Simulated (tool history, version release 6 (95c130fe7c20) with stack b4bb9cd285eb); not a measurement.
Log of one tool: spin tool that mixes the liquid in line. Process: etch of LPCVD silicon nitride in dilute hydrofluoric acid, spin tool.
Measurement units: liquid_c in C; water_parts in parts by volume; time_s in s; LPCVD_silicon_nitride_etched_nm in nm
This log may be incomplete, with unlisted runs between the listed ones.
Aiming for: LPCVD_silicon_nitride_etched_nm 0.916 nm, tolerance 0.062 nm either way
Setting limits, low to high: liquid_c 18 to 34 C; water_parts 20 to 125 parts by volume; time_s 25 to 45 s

run  hour  liquid_c  water_parts  time_s  LPCVD_silicon_nitride_etched_nm
  1     0        26           70      45                          0.38379
  2   6.9        26           70      45                           0.3782
  3  12.2        28           70      45                          0.45535
  4    18      26.5           70      45                          0.40827
  5  23.6      26.5           70      45                          0.41474
  6    31        28           65      45                          0.49345
  7  39.9        29           65      45                          0.51581
  8  46.5        30           60      45                          0.57338
  9    49      30.5           55      45                          0.68674
 10  50.1        31           55      45                           0.6706
 11  57.6      31.5           55      45                          0.70026
 12  62.3        32           55      45                          0.74274
 13  63.5      32.5           55      45                          0.75751
 14  69.7        33           55      45                          0.77579

Pick the move, out of 5, that brings all results within their allowed miss; only one does.
  A  75.9        34           40      25                                ?
  B  75.9        32           60      45                                ?
  C  75.9        34           45      45                                ?
  D  75.9        34           70      45                                ?
  E  75.9        32           45      45                                ?

move  LPCVD_silicon_nitride_etched_nm
   A                          0.65385
   B                          0.69319
   C                           1.0472
   D                          0.67295
   E                          0.92272
A: the biggest miss grows against the last run
B: the biggest miss grows against the last run
C: the result that was furthest off in the last run now lies on the other side of its target
D: the biggest miss grows against the last run
E: every result lands within tolerance
Go with E: it meets all targets.
